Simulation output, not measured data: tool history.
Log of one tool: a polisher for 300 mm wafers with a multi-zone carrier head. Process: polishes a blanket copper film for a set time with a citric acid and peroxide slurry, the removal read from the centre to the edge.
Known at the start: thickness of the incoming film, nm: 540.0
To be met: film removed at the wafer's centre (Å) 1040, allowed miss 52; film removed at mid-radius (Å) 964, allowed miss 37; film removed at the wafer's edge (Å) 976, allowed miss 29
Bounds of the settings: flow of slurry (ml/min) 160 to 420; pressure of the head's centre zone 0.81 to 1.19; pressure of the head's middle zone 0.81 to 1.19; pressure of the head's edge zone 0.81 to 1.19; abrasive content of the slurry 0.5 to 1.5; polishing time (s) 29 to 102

run	hour	flow of slurry (ml/min)	pressure of the head's centre zone	pressure of the head's middle zone	pressure of the head's edge zone	abrasive content of the slurry	polishing time (s)	film removed at the wafer's centre (Å)	film removed at mid-radius (Å)	film removed at the wafer's edge (Å)
1	0	270	1	1	1	1	65	1366.5	1332.5	1376.4
2	1.8	270	1	0.98	0.96	0.85	61	1238.6	1174.2	1212.8
3	3.8	265	0.99	0.97	0.92	0.75	60	1108.8	1095.2	1130.9
4	7	265	0.91	0.97	0.92	0.75	60	1017.7	1111.5	1112.8
5	15.1	210	0.91	0.97	0.92	0.75	60	1023.7	1051.7	1083.6
6	20.6	210	0.99	0.97	0.92	0.75	60	1095.1	1070.8	1093.2
7	27.2	200	1.01	0.96	0.89	0.7	60	1057.5	1013.7	1040
8	35.6	200	1.01	0.96	0.89	0.7	60	1091.2	1041.4	1053.7
9	37.1	190	1.01	0.94	0.87	0.7	60	1084.5	995.37	1023.4
10	37.7	185	1	0.94	0.86	0.7	60	1030	993.56	1019.7
11	44	180	1.02	0.94	0.85	0.7	60	1074	997.75	1002.7

Which of these 5 next moves meets every target?
A	50.3	220	0.96	0.92	0.83	0.55	67	?	?	?
B	50.3	255	0.93	0.95	0.81	0.6	64	?	?	?
C	50.3	200	1.03	0.96	0.87	0.5	66	?	?	?
D	50.3	190	1.05	1.09	0.81	0.65	59	?	?	?
E	50.3	200	1.04	0.95	0.9	0.7	60	?	?	?

move	film removed at the wafer's centre (Å)	film removed at mid-radius (Å)	film removed at the wafer's edge (Å)
A	1032.3	1030.1	1042.4
B	1014.7	1071.4	1038.4
C	1025.8	988.98	990.13
D	1039.3	1094.5	953.95
E	1086.5	1028.3	1054.9
A: further off than the last run
B: further off than the last run
C: meets every target
D: brings the result that was furthest off to its target, and leaves another outside
E: further off than the last run
Answer: C
